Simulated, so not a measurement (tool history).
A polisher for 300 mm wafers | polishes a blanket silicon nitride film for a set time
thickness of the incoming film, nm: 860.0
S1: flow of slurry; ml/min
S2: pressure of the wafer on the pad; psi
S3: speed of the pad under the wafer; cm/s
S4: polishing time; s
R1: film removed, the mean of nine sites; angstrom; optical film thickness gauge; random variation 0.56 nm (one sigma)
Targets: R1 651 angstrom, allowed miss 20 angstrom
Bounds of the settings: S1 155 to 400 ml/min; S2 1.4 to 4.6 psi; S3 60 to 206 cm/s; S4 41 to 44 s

run 1 day=0 | S1=255 S2=3 S3=132 S4=41 | R1=738.99
run 2 day=0.288 | S1=210 S2=3 S3=132 S4=41 | R1=736.09
run 3 day=0.367 | S1=210 S2=2.9 S3=132 S4=41 | R1=706.99
run 4 day=0.667 | S1=210 S2=2.4 S3=132 S4=41 | R1=599.04
run 5 day=0.829 | S1=210 S2=1.9 S3=132 S4=41 | R1=471.64
run 6 day=1.062 | S1=185 S2=1.9 S3=132 S4=41 | R1=466.2
run 7 day=1.088 | S1=200 S2=2.1 S3=132 S4=41 | R1=513.3
run 8 day=1.229 | S1=200 S2=2.3 S3=132 S4=41 | R1=558.11
run 9 day=1.412 | S1=200 S2=2.4 S3=132 S4=41 | R1=585.94
run 10 day=1.708 | S1=200 S2=2.5 S3=132 S4=41 | R1=619.18

5 next moves are on the table. One of them brings every result within its allowed miss. Which?
run A day=2.004 | S1=240 S2=2.1 S3=148 S4=44 | R1=?
run B day=2.004 | S1=190 S2=2.3 S3=134 S4=44 | R1=?
run C day=2.004 | S1=190 S2=2.7 S3=140 S4=43 | R1=?
run D day=2.004 | S1=220 S2=2.7 S3=128 S4=41 | R1=?
run E day=2.004 | S1=155 S2=2.4 S3=128 S4=44 | R1=?

move=A R1=595.81
move=B R1=600.14
move=C R1=701.75
move=D R1=645.8
move=E R1=595.55
A: further off than the last run
B: further off than the last run
C: takes the result that was furthest off past its target
D: meets every target
E: further off than the last run
The right move is D.
